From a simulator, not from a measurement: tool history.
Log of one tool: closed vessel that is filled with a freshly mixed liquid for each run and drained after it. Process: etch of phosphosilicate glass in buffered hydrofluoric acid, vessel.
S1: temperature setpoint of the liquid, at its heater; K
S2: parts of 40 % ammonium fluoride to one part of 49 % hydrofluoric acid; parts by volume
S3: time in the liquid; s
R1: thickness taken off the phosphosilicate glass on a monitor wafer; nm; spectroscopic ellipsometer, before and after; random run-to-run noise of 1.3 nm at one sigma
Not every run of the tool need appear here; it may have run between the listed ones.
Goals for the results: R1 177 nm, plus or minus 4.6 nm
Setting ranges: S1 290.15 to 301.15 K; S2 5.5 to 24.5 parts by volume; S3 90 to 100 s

| run | hour | S1 | S2 | S3 | R1 |
|---|---|---|---|---|---|
| 1 | 0 | 293.15 | 15 | 90 | 122.22 |
| 2 | 6.7 | 293.15 | 11.5 | 90 | 158.52 |
| 3 | 14.1 | 293.65 | 11.5 | 90 | 163.15 |
| 4 | 14.7 | 294.15 | 11.5 | 90 | 170.64 |
| 5 | 23 | 294.15 | 15 | 90 | 128.34 |
| 6 | 26.6 | 295.65 | 15 | 90 | 140.69 |
| 7 | 30.8 | 296.65 | 15 | 90 | 151.3 |
| 8 | 37.3 | 297.15 | 15 | 90 | 152.98 |
| 9 | 37.8 | 297.65 | 15 | 90 | 156.61 |

Which single option among these 5 for the next run brings every result within its allowed miss of target? Just one does.
| A | 38.3 | 299.15 | 15.5 | 95 | ? |
| B | 38.3 | 297.65 | 19 | 95 | ? |
| C | 38.3 | 297.15 | 14.5 | 90 | ? |
| D | 38.3 | 296.15 | 12.5 | 100 | ? |
| E | 38.3 | 298.15 | 16.5 | 90 | ? |

| move | R1 |
|---|---|
| A | 175 |
| B | 134.03 |
| C | 158.81 |
| D | 193.28 |
| E | 147.67 |
A: each result inside its tolerance
B: misses by more than the last run did
C: better than the last run, though not everything is in spec
D: carries the result that was furthest off beyond its target, to the other side
E: misses by more than the last run did
Correct choice: A, which meets every target

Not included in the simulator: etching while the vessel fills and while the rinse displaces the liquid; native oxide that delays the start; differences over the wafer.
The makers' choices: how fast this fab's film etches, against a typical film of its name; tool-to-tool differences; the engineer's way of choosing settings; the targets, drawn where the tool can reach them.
